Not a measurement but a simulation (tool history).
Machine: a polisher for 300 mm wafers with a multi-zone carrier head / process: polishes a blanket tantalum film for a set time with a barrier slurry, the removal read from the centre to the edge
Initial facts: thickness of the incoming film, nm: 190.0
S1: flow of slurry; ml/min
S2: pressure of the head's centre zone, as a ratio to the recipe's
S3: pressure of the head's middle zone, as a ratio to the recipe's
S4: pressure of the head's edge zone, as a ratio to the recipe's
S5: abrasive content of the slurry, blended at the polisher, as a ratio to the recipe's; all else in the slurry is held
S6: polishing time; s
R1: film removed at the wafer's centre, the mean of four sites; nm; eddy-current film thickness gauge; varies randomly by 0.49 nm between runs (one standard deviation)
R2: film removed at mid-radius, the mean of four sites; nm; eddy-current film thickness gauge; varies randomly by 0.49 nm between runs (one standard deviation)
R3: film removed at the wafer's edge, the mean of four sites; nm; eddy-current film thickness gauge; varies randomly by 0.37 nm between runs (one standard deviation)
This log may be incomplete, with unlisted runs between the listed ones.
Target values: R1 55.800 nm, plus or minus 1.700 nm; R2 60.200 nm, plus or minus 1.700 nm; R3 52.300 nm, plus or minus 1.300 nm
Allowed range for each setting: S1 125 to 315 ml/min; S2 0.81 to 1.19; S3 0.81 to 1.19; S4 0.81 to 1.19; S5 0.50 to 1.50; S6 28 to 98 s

Run 1, hour 0.0: S1 205 ml/min, S2 1.00, S3 1.00, S4 1.00, S5 1.00, S6 63 s. Result: R1 65.694 nm, R2 66.745 nm, R3 68.703 nm.
Run 2, hour 8.8: S1 165 ml/min, S2 1.00, S3 1.00, S4 1.00, S5 1.00, S6 63 s. Result: R1 63.259 nm, R2 63.696 nm, R3 66.250 nm.
Run 3, hour 9.7: S1 190 ml/min, S2 1.00, S3 1.00, S4 1.00, S5 1.00, S6 63 s. Result: R1 65.458 nm, R2 65.168 nm, R3 68.090 nm.
Run 4, hour 11.0: S1 180 ml/min, S2 1.00, S3 1.02, S4 0.96, S5 0.90, S6 63 s. Result: R1 62.315 nm, R2 62.912 nm, R3 63.842 nm.
Run 5, hour 15.2: S1 205 ml/min, S2 1.00, S3 1.02, S4 0.96, S5 0.90, S6 63 s. Result: R1 63.803 nm, R2 64.054 nm, R3 64.113 nm.
Run 6, hour 21.2: S1 200 ml/min, S2 0.99, S3 1.04, S4 0.93, S5 0.85, S6 63 s. Result: R1 61.529 nm, R2 64.078 nm, R3 62.106 nm.
Run 7, hour 27.9: S1 195 ml/min, S2 0.99, S3 1.05, S4 0.91, S5 0.80, S6 63 s. Result: R1 59.998 nm, R2 62.923 nm, R3 59.929 nm.
Run 8, hour 29.8: S1 195 ml/min, S2 0.99, S3 1.05, S4 0.91, S5 0.80, S6 63 s. Result: R1 59.451 nm, R2 64.522 nm, R3 60.128 nm.

Which single option among these 4 for the next run brings every result within its allowed miss of target? Just one does.
Run A, hour 31.7: S1 220 ml/min, S2 1.03, S3 1.07, S4 0.96, S5 0.60, S6 71 s. Result: R1 ?, R2 ?, R3 ?.
Run B, hour 31.7: S1 170 ml/min, S2 1.06, S3 1.06, S4 0.85, S5 1.20, S6 54 s. Result: R1 ?, R2 ?, R3 ?.
Run C, hour 31.7: S1 190 ml/min, S2 1.04, S3 0.98, S4 0.90, S5 0.60, S6 66 s. Result: R1 ?, R2 ?, R3 ?.
Run D, hour 31.7: S1 135 ml/min, S2 1.07, S3 1.15, S4 0.85, S5 0.90, S6 57 s. Result: R1 ?, R2 ?, R3 ?.

move      R1      R2      R3
   A  62.901  65.762  61.904
   B  59.917  60.808  55.346
   C  57.565  55.546  55.134
   D  55.683  60.395  51.859
A: lands further from the targets than the last run did
B: moves toward the targets from the last run without getting all of them in spec
C: moves toward the targets from the last run without getting all of them in spec
D: all results land within tolerance of their targets
Go with D: it meets all targets.

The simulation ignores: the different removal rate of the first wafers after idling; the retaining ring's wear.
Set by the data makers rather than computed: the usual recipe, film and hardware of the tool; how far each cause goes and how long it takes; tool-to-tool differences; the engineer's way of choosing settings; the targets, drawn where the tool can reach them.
